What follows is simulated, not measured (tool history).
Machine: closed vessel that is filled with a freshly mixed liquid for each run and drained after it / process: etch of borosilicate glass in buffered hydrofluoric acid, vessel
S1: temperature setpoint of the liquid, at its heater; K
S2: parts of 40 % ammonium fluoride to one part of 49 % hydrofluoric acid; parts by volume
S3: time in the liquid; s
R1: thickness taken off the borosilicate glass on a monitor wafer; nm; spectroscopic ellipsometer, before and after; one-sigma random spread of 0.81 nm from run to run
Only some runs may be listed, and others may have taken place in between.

run 1 hour=0 | S1=295.15 S2=9.5 S3=100 | R1=123.04
run 2 hour=1.2 | S1=294.15 S2=10 S3=100 | R1=113.95
run 3 hour=6.9 | S1=294.15 S2=11.5 S3=100 | R1=98.767
run 4 hour=14.6 | S1=294.15 S2=11.5 S3=105 | R1=105.26
run 5 hour=17.1 | S1=293.15 S2=11.5 S3=105 | R1=99.211
run 6 hour=18.8 | S1=292.65 S2=11.5 S3=105 | R1=95.339
run 7 hour=26.3 | S1=292.65 S2=11.5 S3=105 | R1=93.4
run 8 hour=31.3 | S1=292.15 S2=11.5 S3=105 | R1=92.262

Run 9 has not been measured yet. What should we expect?
run 9 hour=38.4 | S1=291.65 S2=11.5 S3=105 | R1=?

R1: 90.137 nm

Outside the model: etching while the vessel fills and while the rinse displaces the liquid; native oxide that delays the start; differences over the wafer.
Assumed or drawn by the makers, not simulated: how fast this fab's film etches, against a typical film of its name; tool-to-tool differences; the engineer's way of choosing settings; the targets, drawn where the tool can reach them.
